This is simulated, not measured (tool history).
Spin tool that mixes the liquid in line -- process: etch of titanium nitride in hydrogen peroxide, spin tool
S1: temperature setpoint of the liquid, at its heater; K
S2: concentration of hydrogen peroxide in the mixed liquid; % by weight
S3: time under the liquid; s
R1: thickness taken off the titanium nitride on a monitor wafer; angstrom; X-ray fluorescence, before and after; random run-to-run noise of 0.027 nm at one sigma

run    day      S1  S2  S3      R1
  1      0  330.15  22  40  19.496
  2  0.321  331.15  22  40  20.816
  3  0.504  332.15  22  40  21.904
  4  0.558  332.15  26  40  22.826
  5  0.792  333.15  26  40  24.531
  6  0.925  329.65  26  40  19.423
  7  0.979  330.65  26  40  20.722

Run 8 is up next; what results do you expect?
  8  1.158  338.65  26.5  40   ?

Run 8 came out at R1 35.516 angstrom.
